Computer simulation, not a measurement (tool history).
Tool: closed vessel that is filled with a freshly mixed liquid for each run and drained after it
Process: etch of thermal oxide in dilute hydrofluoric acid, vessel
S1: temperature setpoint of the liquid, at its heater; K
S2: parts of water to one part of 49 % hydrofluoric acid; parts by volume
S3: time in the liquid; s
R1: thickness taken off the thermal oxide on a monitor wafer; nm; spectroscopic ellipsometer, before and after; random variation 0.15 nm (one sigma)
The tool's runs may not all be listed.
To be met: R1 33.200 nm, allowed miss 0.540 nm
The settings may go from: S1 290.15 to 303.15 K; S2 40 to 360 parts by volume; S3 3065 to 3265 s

| run | day | S1 | S2 | S3 | R1 |
|---|---|---|---|---|---|
| 1 | 0.000 | 295.15 | 200 | 3065 | 61.832 |
| 2 | 0.312 | 294.65 | 210 | 3065 | 56.875 |
| 3 | 0.346 | 292.65 | 210 | 3065 | 53.039 |
| 4 | 0.492 | 290.65 | 210 | 3065 | 48.991 |
| 5 | 0.846 | 290.65 | 215 | 3065 | 47.747 |
| 6 | 0.950 | 290.15 | 215 | 3065 | 46.407 |
| 7 | 1.258 | 290.15 | 220 | 3065 | 45.077 |
| 8 | 1.475 | 290.15 | 225 | 3065 | 44.199 |
| 9 | 1.683 | 290.15 | 230 | 3065 | 43.021 |
| 10 | 2.050 | 290.15 | 235 | 3065 | 42.110 |
| 11 | 2.217 | 290.15 | 240 | 3065 | 40.673 |
| 12 | 2.342 | 290.15 | 245 | 3065 | 40.121 |
| 13 | 2.396 | 290.15 | 250 | 3065 | 38.970 |
| 14 | 2.654 | 290.15 | 255 | 3065 | 37.836 |
| 15 | 2.775 | 290.15 | 280 | 3065 | 33.820 |

Which of these 4 next moves meets every target?
| A | 2.896 | 290.15 | 300 | 3255 | ? |
| B | 2.896 | 292.65 | 305 | 3195 | ? |
| C | 2.896 | 290.15 | 280 | 3135 | ? |
| D | 2.896 | 290.15 | 280 | 3190 | ? |

| move | R1 |
|---|---|
| A | 32.853 |
| B | 34.666 |
| C | 34.478 |
| D | 35.083 |
A: meets every target
B: further off than the last run
C: further off than the last run
D: further off than the last run
Move A is the one to make.

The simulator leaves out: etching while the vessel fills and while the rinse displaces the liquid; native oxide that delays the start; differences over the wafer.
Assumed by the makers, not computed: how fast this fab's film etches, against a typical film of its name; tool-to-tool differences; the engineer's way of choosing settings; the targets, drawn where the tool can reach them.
